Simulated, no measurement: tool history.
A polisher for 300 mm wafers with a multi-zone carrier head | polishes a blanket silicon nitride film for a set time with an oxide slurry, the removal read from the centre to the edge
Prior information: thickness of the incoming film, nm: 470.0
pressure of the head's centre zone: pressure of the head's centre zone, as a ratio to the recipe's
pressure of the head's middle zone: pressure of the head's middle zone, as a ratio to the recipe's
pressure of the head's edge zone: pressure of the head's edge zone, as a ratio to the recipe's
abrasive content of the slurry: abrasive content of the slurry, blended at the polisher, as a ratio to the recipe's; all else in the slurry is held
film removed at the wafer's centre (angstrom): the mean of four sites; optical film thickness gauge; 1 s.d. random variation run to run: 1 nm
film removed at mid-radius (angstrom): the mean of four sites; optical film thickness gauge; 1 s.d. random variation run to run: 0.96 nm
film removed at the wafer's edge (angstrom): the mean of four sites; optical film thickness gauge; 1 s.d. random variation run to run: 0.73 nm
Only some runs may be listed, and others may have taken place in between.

run	hour	flow of slurry (ml/min)	pressure of the head's centre zone	pressure of the head's middle zone	pressure of the head's edge zone	abrasive content of the slurry	polishing time (s)	film removed at the wafer's centre (angstrom)	film removed at mid-radius (angstrom)	film removed at the wafer's edge (angstrom)
1	0.0	270	1.00	1.00	1.00	1.00	89	585.65	580.60	581.53
2	4.6	305	1.00	1.00	1.00	1.00	89	595.06	590.16	599.45
3	13.3	315	1.00	1.01	1.02	1.05	89	604.87	601.13	619.01
4	16.3	380	1.00	1.01	1.02	1.05	89	620.87	610.23	615.25
5	23.7	380	1.09	1.01	1.02	1.05	89	672.60	628.84	622.97
6	28.1	375	1.07	1.02	1.03	1.10	89	681.20	632.63	641.17
7	30.5	375	1.05	1.04	1.04	1.15	90	677.85	678.59	656.92

The next listed run, before its measurement:
8	36.6	360	0.99	0.98	1.14	1.40	93	?	?	?

{"run 8": {"film removed at the wafer's centre (angstrom)": 719.86, "film removed at mid-radius (angstrom)": 697.05, "film removed at the wafer's edge (angstrom)": 776.42}}
